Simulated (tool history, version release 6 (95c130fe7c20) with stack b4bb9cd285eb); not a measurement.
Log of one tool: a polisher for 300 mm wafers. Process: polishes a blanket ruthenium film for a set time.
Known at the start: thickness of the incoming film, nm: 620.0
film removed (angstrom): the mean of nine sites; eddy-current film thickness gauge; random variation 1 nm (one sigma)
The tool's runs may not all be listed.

run  hour  flow of slurry (ml/min)  pressure of the wafer on the pad (psi)  speed of the pad under the wafer (cm/s)  polishing time (s)  film removed (angstrom)
  1     0                      240                                     2.7                                      118                  51                   1087.2
  2     9                      240                                     2.7                                      118                  51                   1070.2
  3  16.9                      285                                     2.7                                      118                  51                   1096.3
  4    22                      315                                     2.7                                      118                  51                   1111.1
  5  23.9                      315                                     3.3                                      118                  51                   1254.1
  6  26.1                      315                                     3.9                                      118                  51                     1414

Run 7 comes next. What will it give?
  7  33.8                      315                                     3.9                                      120                  51                        ?

{"run 7": {"film removed (angstrom)": 1434.8}}
